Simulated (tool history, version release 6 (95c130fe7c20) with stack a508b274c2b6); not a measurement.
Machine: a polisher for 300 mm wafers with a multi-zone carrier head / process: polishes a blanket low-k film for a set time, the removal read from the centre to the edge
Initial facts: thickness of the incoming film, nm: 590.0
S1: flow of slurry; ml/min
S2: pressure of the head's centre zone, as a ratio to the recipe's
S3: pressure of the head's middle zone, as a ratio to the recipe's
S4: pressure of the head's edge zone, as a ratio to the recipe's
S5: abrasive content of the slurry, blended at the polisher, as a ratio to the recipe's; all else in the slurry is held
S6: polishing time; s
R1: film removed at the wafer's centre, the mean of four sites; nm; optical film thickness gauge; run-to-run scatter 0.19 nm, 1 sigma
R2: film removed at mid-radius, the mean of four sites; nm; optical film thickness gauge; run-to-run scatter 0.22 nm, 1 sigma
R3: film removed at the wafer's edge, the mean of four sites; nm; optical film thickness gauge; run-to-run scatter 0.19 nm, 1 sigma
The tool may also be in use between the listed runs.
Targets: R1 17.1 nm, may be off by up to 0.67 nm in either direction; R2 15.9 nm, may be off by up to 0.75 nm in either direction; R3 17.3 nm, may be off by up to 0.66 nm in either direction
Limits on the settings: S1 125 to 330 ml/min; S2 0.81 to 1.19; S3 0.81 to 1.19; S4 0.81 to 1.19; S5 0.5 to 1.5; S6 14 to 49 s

run  hour   S1    S2    S3    S4    S5  S6      R1      R2      R3
  1     0  210     1     1     1     1  31  13.263  13.912  13.875
  2   7.8  215  1.01     1  1.02  1.05  31  13.783  14.871  14.613
  3  10.9  185  1.01     1  1.02  1.05  31  13.107  14.029  13.906
  4  15.7  200  1.02  0.99  1.03  1.05  31  13.728  14.181  14.341
  5  20.5  215  1.03  0.98  1.04  1.05  31  13.718  14.507  14.228
  6  23.2  210  1.03  0.96  1.03   1.1  31   14.05  13.725   14.36
  7  27.5  220  1.03  0.96  1.04  1.15  31  14.262   14.45  14.646
  8  36.4  220  1.03  0.95  1.05   1.2  31  14.678  14.484  14.904
  9  41.2  220  1.03  0.95  1.05   1.2  31  14.541  14.408  14.949
 10  49.7  225  1.03  0.94  1.06  1.25  31  14.526  14.712  15.202
 11  54.7  225  1.04  0.93  1.07   1.3  31  15.118  14.578  15.561
 12  60.7  225  1.04  0.93  1.07   1.3  31  15.284  15.073  15.685
     63.5  -- centre zone pressure recalibrated
 13  63.5  225  1.05  0.92  1.08   1.3  31  15.883  14.208  15.586
 14  68.8  225  1.05  0.92  1.08   1.3  31  16.122  14.728  15.667
 15  71.8  225  1.05  0.92  1.09   1.3  31  15.994  14.437  15.856
 16  79.7  230  1.05  0.93   1.1   1.3  31   16.51  14.907  15.827
 17  86.5  230  1.04  0.93  1.11   1.3  31  16.095  14.995  15.548
 18  94.2  230  1.04  0.93  1.11   1.3  31   16.04  14.973   15.91
 19  95.2  230  1.04  0.93  1.12   1.3  31  15.865  14.566  15.887

Consider the 4 candidate settings below. Which is the only one whose results all fall within their allowed miss of target?
  A  96.2  160  1.01  0.89  1.03   1.5  35   ?   ?   ?
  B  96.2  230  0.81  0.84  1.08  1.45  36   ?   ?   ?
  C  96.2  165  0.88   0.9  1.11  1.35  36   ?   ?   ?
  D  96.2  220  0.93  0.99  1.12   1.5  34   ?   ?   ?

move      R1      R2      R3
   A   17.68  16.192  17.747
   B  15.842  16.703  19.117
   C  15.744  16.347   18.21
   D  16.897  17.838  18.372
A: all results land within tolerance of their targets
B: pushes the last run's worst result past its target
C: pushes the last run's worst result past its target
D: pushes the last run's worst result past its target
So the answer is move A, the one that meets all the targets.
